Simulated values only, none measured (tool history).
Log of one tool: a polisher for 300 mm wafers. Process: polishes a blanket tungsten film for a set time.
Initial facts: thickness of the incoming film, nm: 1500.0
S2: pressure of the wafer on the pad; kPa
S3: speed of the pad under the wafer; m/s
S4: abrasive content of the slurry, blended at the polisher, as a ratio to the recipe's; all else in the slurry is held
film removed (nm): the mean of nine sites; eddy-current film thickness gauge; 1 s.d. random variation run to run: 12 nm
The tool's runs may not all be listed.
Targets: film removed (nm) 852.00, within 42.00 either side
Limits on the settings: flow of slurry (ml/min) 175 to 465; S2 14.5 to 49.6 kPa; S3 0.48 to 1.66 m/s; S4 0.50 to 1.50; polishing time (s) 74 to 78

Run 1, hour 0.0: flow of slurry (ml/min) 295, S2 31.7 kPa, S3 1.06 m/s, S4 1.00, polishing time (s) 74. Result: film removed (nm) 445.16.
Run 2, hour 7.6: flow of slurry (ml/min) 295, S2 33.8 kPa, S3 1.08 m/s, S4 1.00, polishing time (s) 74. Result: film removed (nm) 483.51.
Run 3, hour 10.7: flow of slurry (ml/min) 295, S2 33.8 kPa, S3 1.08 m/s, S4 1.00, polishing time (s) 78. Result: film removed (nm) 514.87.
Run 4, hour 18.9: flow of slurry (ml/min) 295, S2 33.8 kPa, S3 1.08 m/s, S4 0.80, polishing time (s) 78. Result: film removed (nm) 500.68.
Run 5, hour 23.8: flow of slurry (ml/min) 295, S2 33.8 kPa, S3 1.08 m/s, S4 0.80, polishing time (s) 74. Result: film removed (nm) 463.30.
Run 6, hour 29.0: flow of slurry (ml/min) 295, S2 33.8 kPa, S3 1.22 m/s, S4 0.80, polishing time (s) 74. Result: film removed (nm) 524.86.
Run 7, hour 38.0: flow of slurry (ml/min) 295, S2 35.9 kPa, S3 1.22 m/s, S4 0.80, polishing time (s) 74. Result: film removed (nm) 538.19.
Run 8, hour 45.3: flow of slurry (ml/min) 295, S2 37.2 kPa, S3 1.24 m/s, S4 0.80, polishing time (s) 74. Result: film removed (nm) 582.64.
Run 9, hour 52.0: flow of slurry (ml/min) 295, S2 38.6 kPa, S3 1.24 m/s, S4 0.80, polishing time (s) 74. Result: film removed (nm) 592.74.

Below are 4 possible settings for the next run. Only one of them brings all results inside the allowed miss of their targets. Which is it?
Run A, hour 58.7: flow of slurry (ml/min) 265, S2 45.5 kPa, S3 1.64 m/s, S4 0.85, polishing time (s) 78. Result: film removed (nm) ?.
Run B, hour 58.7: flow of slurry (ml/min) 210, S2 43.4 kPa, S3 1.50 m/s, S4 1.00, polishing time (s) 78. Result: film removed (nm) ?.
Run C, hour 58.7: flow of slurry (ml/min) 210, S2 38.6 kPa, S3 1.66 m/s, S4 0.60, polishing time (s) 78. Result: film removed (nm) ?.
Run D, hour 58.7: flow of slurry (ml/min) 285, S2 44.8 kPa, S3 1.26 m/s, S4 0.90, polishing time (s) 78. Result: film removed (nm) ?.

move  film removed (nm)
   A             952.30
   B             858.66
   C             765.77
   D             752.40
A: takes the result that was furthest off past its target
B: each result inside its tolerance
C: nearer than the last run, and not there yet
D: nearer than the last run, and not there yet
So the answer is move B, the one that meets all the targets.
